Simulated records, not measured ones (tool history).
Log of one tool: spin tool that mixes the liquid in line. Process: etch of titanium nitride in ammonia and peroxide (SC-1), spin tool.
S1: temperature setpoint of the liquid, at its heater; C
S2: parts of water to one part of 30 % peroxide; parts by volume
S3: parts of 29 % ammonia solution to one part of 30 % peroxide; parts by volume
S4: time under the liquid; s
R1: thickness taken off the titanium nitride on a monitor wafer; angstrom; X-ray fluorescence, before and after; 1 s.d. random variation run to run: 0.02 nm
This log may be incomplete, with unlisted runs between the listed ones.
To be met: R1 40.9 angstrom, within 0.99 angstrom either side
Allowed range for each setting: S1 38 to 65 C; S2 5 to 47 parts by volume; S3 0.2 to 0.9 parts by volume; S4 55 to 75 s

| run | hour | S1 | S2 | S3 | S4 | R1 |
|---|---|---|---|---|---|---|
| 1 | 0 | 49 | 26 | 0.5 | 75 | 31.012 |
| 2 | 8.4 | 50.5 | 26 | 0.5 | 75 | 34.283 |
| 3 | 12.9 | 50.5 | 18 | 0.5 | 75 | 42.891 |
| 4 | 18.6 | 50.5 | 18 | 0.5 | 55 | 31.466 |
| 5 | 25.6 | 50.5 | 26 | 0.5 | 55 | 25.393 |
| 6 | 32.4 | 50.5 | 26 | 0.55 | 55 | 25.89 |
| 7 | 34.2 | 53 | 26 | 0.55 | 55 | 30.631 |
| 8 | 38.7 | 54.5 | 26 | 0.55 | 55 | 33.825 |
| 9 | 46.9 | 55.5 | 26 | 0.55 | 55 | 36.21 |
| 10 | 55.2 | 56 | 26 | 0.55 | 55 | 37.738 |
| 11 | 61.5 | 56 | 26 | 0.55 | 55 | 37.585 |
| 12 | 62.4 | 56.5 | 26 | 0.55 | 55 | 39.02 |

Below are 4 possible settings for the next run. Only one of them brings all results inside the allowed miss of their targets. Which is it?
| A | 63.3 | 56.5 | 28 | 0.7 | 55 | ? |
| B | 63.3 | 57 | 33.5 | 0.35 | 70 | ? |
| C | 63.3 | 55 | 31 | 0.55 | 65 | ? |
| D | 63.3 | 56 | 26 | 0.5 | 55 | ? |

| move | R1 |
|---|---|
| A | 39.042 |
| B | 40.636 |
| C | 37.622 |
| D | 36.966 |
A: no nearer and no further than the last run
B: all results in spec
C: lands further from the targets than the last run did
D: lands further from the targets than the last run did
B is the move that brings every result within its allowed miss.

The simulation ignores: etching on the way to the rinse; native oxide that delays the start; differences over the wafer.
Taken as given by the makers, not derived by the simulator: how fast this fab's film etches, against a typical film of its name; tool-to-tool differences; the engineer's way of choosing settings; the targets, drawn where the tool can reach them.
